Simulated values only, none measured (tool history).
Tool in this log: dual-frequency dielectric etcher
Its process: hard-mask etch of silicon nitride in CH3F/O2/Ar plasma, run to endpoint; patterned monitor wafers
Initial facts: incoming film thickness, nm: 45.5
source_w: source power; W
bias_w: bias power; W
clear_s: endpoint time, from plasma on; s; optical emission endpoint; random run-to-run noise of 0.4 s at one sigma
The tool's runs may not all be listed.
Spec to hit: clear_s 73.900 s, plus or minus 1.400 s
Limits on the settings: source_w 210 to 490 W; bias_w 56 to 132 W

run 1 hour=0.0 | source_w=350 bias_w=94 | clear_s=66.414
run 2 hour=4.9 | source_w=320 bias_w=93 | clear_s=71.799
run 3 hour=13.0 | source_w=320 bias_w=102 | clear_s=67.573
run 4 hour=15.7 | source_w=270 bias_w=102 | clear_s=75.642
run 5 hour=20.4 | source_w=290 bias_w=102 | clear_s=71.958
run 6 hour=25.5 | source_w=350 bias_w=102 | clear_s=63.613
run 7 hour=33.9 | source_w=330 bias_w=102 | clear_s=65.882
run 8 hour=42.9 | source_w=310 bias_w=102 | clear_s=68.624
run 9 hour=49.7 | source_w=300 bias_w=102 | clear_s=70.293
run 10 hour=58.1 | source_w=300 bias_w=102 | clear_s=70.263
run 11 hour=61.2 | source_w=290 bias_w=102 | clear_s=71.735

4 next moves are on the table. One of them brings every result within its allowed miss. Which?
run A hour=64.3 | source_w=280 bias_w=115 | clear_s=?
run B hour=64.3 | source_w=300 bias_w=101 | clear_s=?
run C hour=64.3 | source_w=290 bias_w=97 | clear_s=?
run D hour=64.3 | source_w=280 bias_w=111 | clear_s=?

move=A clear_s=68.657
move=B clear_s=70.632
move=C clear_s=73.969
move=D clear_s=70.052
A: moves away from the targets compared with the last run
B: moves away from the targets compared with the last run
C: meets every target
D: moves away from the targets compared with the last run
C meets every target.

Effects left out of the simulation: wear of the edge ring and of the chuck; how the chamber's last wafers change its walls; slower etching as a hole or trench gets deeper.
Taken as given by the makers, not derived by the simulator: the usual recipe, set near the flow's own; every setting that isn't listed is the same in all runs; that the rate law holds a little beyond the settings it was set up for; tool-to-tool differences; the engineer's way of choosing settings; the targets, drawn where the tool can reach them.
